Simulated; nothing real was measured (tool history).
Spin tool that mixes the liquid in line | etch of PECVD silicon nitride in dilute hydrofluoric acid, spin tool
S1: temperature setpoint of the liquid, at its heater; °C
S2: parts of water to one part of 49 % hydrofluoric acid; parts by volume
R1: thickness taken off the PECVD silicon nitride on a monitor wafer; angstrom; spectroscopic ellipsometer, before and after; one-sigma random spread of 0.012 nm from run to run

{"run": 1, "hour": 0.0, "S1": 20, "S2": 140, "time under the liquid (s)": 90, "R1": 26.987}
{"run": 2, "hour": 1.9, "S1": 20, "S2": 140, "time under the liquid (s)": 90, "R1": 26.372}
{"run": 3, "hour": 10.5, "S1": 20, "S2": 170, "time under the liquid (s)": 90, "R1": 22.014}
{"run": 4, "hour": 18.3, "S1": 20, "S2": 130, "time under the liquid (s)": 90, "R1": 28.507}
{"run": 5, "hour": 19.1, "S1": 20, "S2": 160, "time under the liquid (s)": 90, "R1": 23.421}
{"run": 6, "hour": 21.2, "S1": 17.5, "S2": 160, "time under the liquid (s)": 90, "R1": 19.503}

Run 7, settings as shown, results not yet in. Your forecast:
{"run": 7, "hour": 28.1, "S1": 17.5, "S2": 170, "time under the liquid (s)": 90, "R1": "?"}

R1: 18.621 angstrom
